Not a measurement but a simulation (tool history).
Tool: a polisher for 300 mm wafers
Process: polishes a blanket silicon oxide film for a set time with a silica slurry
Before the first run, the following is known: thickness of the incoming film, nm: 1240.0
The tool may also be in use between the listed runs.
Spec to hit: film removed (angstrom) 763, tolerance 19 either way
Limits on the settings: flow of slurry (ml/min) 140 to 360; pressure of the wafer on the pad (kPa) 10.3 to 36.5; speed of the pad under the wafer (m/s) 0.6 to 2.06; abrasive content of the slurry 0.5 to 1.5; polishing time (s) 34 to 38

| run | hour | flow of slurry (ml/min) | pressure of the wafer on the pad (kPa) | speed of the pad under the wafer (m/s) | abrasive content of the slurry | polishing time (s) | film removed (angstrom) |
|---|---|---|---|---|---|---|---|
| 1 | 0 | 230 | 23.4 | 1.32 | 1 | 38 | 1069.7 |
| 2 | 8.6 | 260 | 23.4 | 1.32 | 1 | 38 | 1092.2 |
| 3 | 17.1 | 260 | 23.4 | 1.32 | 1.2 | 38 | 1177.1 |
| 4 | 19.3 | 250 | 20.7 | 1.32 | 1.2 | 38 | 1043 |
| 5 | 23.9 | 250 | 26.2 | 1.32 | 1.2 | 38 | 1322.9 |
| 6 | 31.6 | 245 | 22.8 | 1.32 | 1.2 | 38 | 1137.1 |
| 7 | 35.3 | 240 | 20 | 1.32 | 1.2 | 38 | 1020.5 |
| 8 | 36.5 | 240 | 20 | 1.32 | 1.2 | 38 | 1008.2 |
| 9 | 43.9 | 235 | 18.6 | 1.32 | 1.2 | 38 | 939.02 |
| 10 | 45.1 | 225 | 17.2 | 1.32 | 1.2 | 38 | 860.1 |
| 11 | 47.8 | 210 | 17.2 | 1.32 | 1.2 | 38 | 845.61 |
| 12 | 49.2 | 195 | 17.2 | 1.32 | 1.2 | 38 | 843.33 |
| 13 | 53 | 185 | 16.5 | 1.32 | 1.2 | 38 | 808.66 |
| 14 | 59.6 | 175 | 16.5 | 1.32 | 1.2 | 38 | 792.42 |
| 15 | 65.5 | 170 | 16.5 | 1.32 | 1.2 | 38 | 793.06 |
| 16 | 66.6 | 165 | 16.5 | 1.32 | 1.2 | 38 | 788.56 |
| 17 | 73.4 | 160 | 16.5 | 1.32 | 1.2 | 38 | 781.86 |

Exactly one of the 5 candidate moves below puts every result within its allowed miss. Which one?
| A | 80.2 | 155 | 19.3 | 1.26 | 1.1 | 38 | ? |
| B | 80.2 | 190 | 16.5 | 1.26 | 1.5 | 37 | ? |
| C | 80.2 | 175 | 16.5 | 1.34 | 1.25 | 38 | ? |
| D | 80.2 | 145 | 20 | 1.12 | 1.25 | 37 | ? |
| E | 80.2 | 145 | 13.8 | 1.56 | 1.4 | 37 | ? |

| move | film removed (angstrom) |
|---|---|
| A | 847.41 |
| B | 826.34 |
| C | 824.43 |
| D | 804.07 |
| E | 764.81 |
A: misses by more than the last run did
B: misses by more than the last run did
C: misses by more than the last run did
D: misses by more than the last run did
E: all results land within tolerance of their targets
Answer: E
